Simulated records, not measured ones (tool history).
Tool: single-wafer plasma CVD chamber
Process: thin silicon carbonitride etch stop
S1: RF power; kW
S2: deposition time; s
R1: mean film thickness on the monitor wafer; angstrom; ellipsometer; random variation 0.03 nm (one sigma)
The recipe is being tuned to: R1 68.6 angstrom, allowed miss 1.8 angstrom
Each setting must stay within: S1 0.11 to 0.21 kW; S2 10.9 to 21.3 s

Run 1, hour 0: S1 0.16 kW, S2 16.1 s. Result: R1 87.047 angstrom.
Run 2, hour 6.5: S1 0.16 kW, S2 17.6 s. Result: R1 96.09 angstrom.
Run 3, hour 15.4: S1 0.155 kW, S2 16.9 s. Result: R1 90.895 angstrom.
Run 4, hour 22.3: S1 0.15 kW, S2 16.3 s. Result: R1 85.903 angstrom.
Run 5, hour 24.6: S1 0.15 kW, S2 18.4 s. Result: R1 97.201 angstrom.
Run 6, hour 29.2: S1 0.16 kW, S2 18.4 s. Result: R1 99.005 angstrom.
Run 7, hour 32.8: S1 0.155 kW, S2 17.5 s. Result: R1 93.143 angstrom.
Run 8, hour 35.2: S1 0.155 kW, S2 17.5 s. Result: R1 94.067 angstrom.
Run 9, hour 43: S1 0.13 kW, S2 14.9 s. Result: R1 74.818 angstrom.
Run 10, hour 47.3: S1 0.13 kW, S2 14.8 s. Result: R1 73.734 angstrom.
Run 11, hour 50.6: S1 0.13 kW, S2 14.7 s. Result: R1 73.723 angstrom.
Run 12, hour 57.4: S1 0.13 kW, S2 14.7 s. Result: R1 73.521 angstrom.
Run 13, hour 60.9: S1 0.13 kW, S2 14.6 s. Result: R1 73.08 angstrom.
Run 14, hour 67.6: S1 0.12 kW, S2 13.7 s. Result: R1 66.503 angstrom.

Which single option among these 5 for the next run brings every result within its allowed miss of target? Just one does.
Run A, hour 74.3: S1 0.125 kW, S2 13.9 s. Result: R1 ?.
Run B, hour 74.3: S1 0.125 kW, S2 12.6 s. Result: R1 ?.
Run C, hour 74.3: S1 0.11 kW, S2 13.8 s. Result: R1 ?.
Run D, hour 74.3: S1 0.12 kW, S2 13.2 s. Result: R1 ?.
Run E, hour 74.3: S1 0.11 kW, S2 13.9 s. Result: R1 ?.

move      R1
   A   68.49
   B  62.084
   C  64.627
   D  64.008
   E  65.096
A: meets every target
B: further off than the last run
C: further off than the last run
D: further off than the last run
E: further off than the last run
So the answer is move A, the one that meets all the targets.
